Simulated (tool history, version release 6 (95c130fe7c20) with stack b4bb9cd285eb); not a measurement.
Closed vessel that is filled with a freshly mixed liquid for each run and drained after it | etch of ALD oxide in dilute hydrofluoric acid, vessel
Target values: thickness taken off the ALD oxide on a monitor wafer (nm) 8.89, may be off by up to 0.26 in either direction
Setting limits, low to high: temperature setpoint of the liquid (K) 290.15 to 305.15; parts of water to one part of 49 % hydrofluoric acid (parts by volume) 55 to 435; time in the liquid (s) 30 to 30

run	hour	temperature setpoint of the liquid (K)	parts of water to one part of 49 % hydrofluoric acid (parts by volume)	time in the liquid (s)	thickness taken off the ALD oxide on a monitor wafer (nm)
1	0	297.15	245	30	2.179
2	5.4	300.15	245	30	2.4461
3	14.3	300.15	245	30	2.4438
4	22.9	301.65	180	30	3.8088
5	27.5	301.65	120	30	6.0456
6	32.1	303.15	120	30	6.4753
7	36.5	303.65	110	30	7.2514
8	44.8	304.15	105	30	7.832
9	49.3	304.65	100	30	8.4182
10	52	305.15	100	30	8.628

5 next moves are on the table. One of them brings every result within its allowed miss. Which?
A	54.7	302.65	95	30	?
B	54.7	301.65	90	30	?
C	54.7	304.65	95	30	?
D	54.7	304.65	100	30	?
E	54.7	304.15	100	30	?

move	thickness taken off the ALD oxide on a monitor wafer (nm)
A	8.3384
B	8.5321
C	8.9875
D	8.4757
E	8.3201
A: moves away from the targets compared with the last run
B: moves away from the targets compared with the last run
C: all results land within tolerance of their targets
D: moves away from the targets compared with the last run
E: moves away from the targets compared with the last run
Answer: C
